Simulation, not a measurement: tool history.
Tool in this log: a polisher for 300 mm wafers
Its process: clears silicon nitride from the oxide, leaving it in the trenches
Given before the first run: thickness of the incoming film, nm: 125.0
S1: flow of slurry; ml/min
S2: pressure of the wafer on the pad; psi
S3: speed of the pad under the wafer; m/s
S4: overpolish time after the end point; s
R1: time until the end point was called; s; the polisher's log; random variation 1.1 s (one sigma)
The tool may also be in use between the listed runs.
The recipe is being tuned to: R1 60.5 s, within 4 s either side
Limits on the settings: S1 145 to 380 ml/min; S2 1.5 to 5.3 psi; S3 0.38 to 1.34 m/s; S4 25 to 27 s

run,hour,S1,S2,S3,S4,R1
1,0,245,3.4,0.86,25,124.08
2,1,245,3.8,0.9,25,106.52
3,4.9,245,3.8,0.7,25,134.33
4,6.2,245,4.1,0.78,25,112.08
5,9,245,4.5,0.78,25,101.98
6,16.4,195,4.5,0.78,25,103.23
7,23.6,195,4.7,0.84,25,96.669
8,32.1,200,4.8,0.9,25,90.437
9,36.7,205,4.9,0.98,25,77.673
10,39.5,210,5,1,25,75.825
11,40.4,210,5.1,1.04,25,71.744
12,44.4,210,5.1,1.06,25,68.295
13,50.1,210,5.1,1.08,25,70.605
14,57.7,210,5.1,1.1,25,66.939

4 next moves are on the table. One of them brings every result within its allowed miss. Which?
A,65.3,230,4.8,1.02,25,?
B,65.3,240,5.1,1.04,25,?
C,65.3,205,5,1.08,25,?
D,65.3,250,5.3,1.14,27,?

move,R1
A,72.196
B,66.404
C,66.65
D,58.182
A: the biggest miss grows against the last run
B: nearer the targets than the last run, but a result is still out of spec
C: neither nearer nor further off than the last run
D: meets every target
So the answer is move D, the one that meets all the targets.
